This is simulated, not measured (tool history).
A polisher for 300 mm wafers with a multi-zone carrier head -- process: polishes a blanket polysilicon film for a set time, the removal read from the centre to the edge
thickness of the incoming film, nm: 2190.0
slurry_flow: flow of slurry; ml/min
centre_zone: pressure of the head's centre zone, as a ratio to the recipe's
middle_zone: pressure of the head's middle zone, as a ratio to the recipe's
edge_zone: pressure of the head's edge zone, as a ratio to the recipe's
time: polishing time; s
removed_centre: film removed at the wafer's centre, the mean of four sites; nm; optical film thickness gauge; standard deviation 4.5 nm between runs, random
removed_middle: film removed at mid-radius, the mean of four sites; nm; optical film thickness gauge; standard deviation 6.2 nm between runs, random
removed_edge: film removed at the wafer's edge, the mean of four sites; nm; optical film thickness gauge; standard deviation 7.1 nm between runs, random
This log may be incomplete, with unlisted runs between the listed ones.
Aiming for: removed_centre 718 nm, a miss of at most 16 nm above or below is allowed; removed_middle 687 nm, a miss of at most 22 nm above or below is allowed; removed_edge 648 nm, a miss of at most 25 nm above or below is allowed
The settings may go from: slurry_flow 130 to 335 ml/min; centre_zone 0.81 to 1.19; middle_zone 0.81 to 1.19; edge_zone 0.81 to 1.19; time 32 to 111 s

{"run": 1, "hour": 0.0, "slurry_flow": 215, "centre_zone": 1, "middle_zone": 1, "edge_zone": 1, "time": 71, "removed_centre": 464.07, "removed_middle": 478.47, "removed_edge": 456.57}
{"run": 2, "hour": 6.1, "slurry_flow": 230, "centre_zone": 1.04, "middle_zone": 1.02, "edge_zone": 1.04, "time": 75, "removed_centre": 522.18, "removed_middle": 522.48, "removed_edge": 503.73}
{"run": 3, "hour": 8.9, "slurry_flow": 230, "centre_zone": 1.04, "middle_zone": 0.96, "edge_zone": 1.04, "time": 75, "removed_centre": 522.16, "removed_middle": 491.72, "removed_edge": 513.82}
{"run": 4, "hour": 16.7, "slurry_flow": 245, "centre_zone": 1.07, "middle_zone": 1, "edge_zone": 1.07, "time": 77, "removed_centre": 550.09, "removed_middle": 523.16, "removed_edge": 523.21}
{"run": 5, "hour": 19.4, "slurry_flow": 245, "centre_zone": 0.99, "middle_zone": 1, "edge_zone": 1.07, "time": 77, "removed_centre": 511.67, "removed_middle": 533.53, "removed_edge": 535.96}
{"run": 6, "hour": 27.0, "slurry_flow": 245, "centre_zone": 0.99, "middle_zone": 1, "edge_zone": 1.07, "time": 85, "removed_centre": 569.16, "removed_middle": 585.19, "removed_edge": 586.51}
{"run": 7, "hour": 34.2, "slurry_flow": 305, "centre_zone": 1.09, "middle_zone": 1.1, "edge_zone": 1.16, "time": 88, "removed_centre": 669.7, "removed_middle": 672.31, "removed_edge": 628.68}
{"run": 8, "hour": 41.0, "slurry_flow": 305, "centre_zone": 1.1, "middle_zone": 1.1, "edge_zone": 1.16, "time": 88, "removed_centre": 673.15, "removed_middle": 666.71, "removed_edge": 630.5}
{"run": 9, "hour": 42.3, "slurry_flow": 305, "centre_zone": 1.11, "middle_zone": 1.1, "edge_zone": 1.16, "time": 88, "removed_centre": 680.23, "removed_middle": 666.62, "removed_edge": 649.34}

5 candidate next runs follow, results not yet known. Just one meets every target within its allowed miss. Identify it.
{"run": "A", "hour": 43.6, "slurry_flow": 275, "centre_zone": 1, "middle_zone": 1.14, "edge_zone": 1.16, "time": 90, "removed_centre": "?", "removed_middle": "?", "removed_edge": "?"}
{"run": "B", "hour": 43.6, "slurry_flow": 335, "centre_zone": 1.16, "middle_zone": 1.12, "edge_zone": 1.17, "time": 88, "removed_centre": "?", "removed_middle": "?", "removed_edge": "?"}
{"run": "C", "hour": 43.6, "slurry_flow": 260, "centre_zone": 1.16, "middle_zone": 1.02, "edge_zone": 1.19, "time": 90, "removed_centre": "?", "removed_middle": "?", "removed_edge": "?"}
{"run": "D", "hour": 43.6, "slurry_flow": 280, "centre_zone": 1.06, "middle_zone": 1.08, "edge_zone": 1.19, "time": 87, "removed_centre": "?", "removed_middle": "?", "removed_edge": "?"}
{"run": "E", "hour": 43.6, "slurry_flow": 310, "centre_zone": 1.01, "middle_zone": 1.1, "edge_zone": 1.15, "time": 90, "removed_centre": "?", "removed_middle": "?", "removed_edge": "?"}

move=A removed_centre=609.21 removed_middle=704.51 removed_edge=637.04
move=B removed_centre=706.9 removed_middle=691.47 removed_edge=635.2
move=C removed_centre=701.78 removed_middle=635.97 removed_edge=642.75
move=D removed_centre=625.62 removed_middle=651.25 removed_edge=624.85
move=E removed_centre=623.76 removed_middle=691.85 removed_edge=640.89
A: moves away from the targets compared with the last run
B: all results in spec
C: no nearer and no further than the last run
D: moves away from the targets compared with the last run
E: moves away from the targets compared with the last run
Move B is the one to make.
